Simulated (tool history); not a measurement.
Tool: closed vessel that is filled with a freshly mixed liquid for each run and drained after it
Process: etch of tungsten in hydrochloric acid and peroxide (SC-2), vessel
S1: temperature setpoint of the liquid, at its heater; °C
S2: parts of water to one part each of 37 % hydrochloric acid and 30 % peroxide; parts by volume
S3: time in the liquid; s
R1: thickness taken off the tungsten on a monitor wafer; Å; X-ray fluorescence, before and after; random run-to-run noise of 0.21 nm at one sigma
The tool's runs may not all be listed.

run  hour    S1    S2  S3       R1
  1   0.0  49.0   8.5  60   91.311
  2   4.1  49.0  11.0  60   74.533
  3   6.6  49.0  11.0  60   74.122
  4   8.5  49.0  11.0  60   74.277
  5  14.3  49.0  13.5  60   62.221
  6  16.0  44.0  13.5  60   44.352
  7  23.3  46.5  12.5  60   56.336
  8  26.4  46.5  12.5  60   56.521
  9  28.5  48.5  12.0  60   67.943
 10  34.6  48.5  12.0  60   66.838
 11  36.9  50.5  11.5  60   79.569
 12  45.0  52.0  11.0  60   90.856
 13  51.1  53.5  10.5  60  104.180
 14  60.3  55.0  10.0  60  120.130
 15  64.7  56.0   9.5  60  134.140

The next listed run, before its measurement:
 16  73.5  57.0  9.0  60   ?

{"run 16": {"R1": 151.01}}

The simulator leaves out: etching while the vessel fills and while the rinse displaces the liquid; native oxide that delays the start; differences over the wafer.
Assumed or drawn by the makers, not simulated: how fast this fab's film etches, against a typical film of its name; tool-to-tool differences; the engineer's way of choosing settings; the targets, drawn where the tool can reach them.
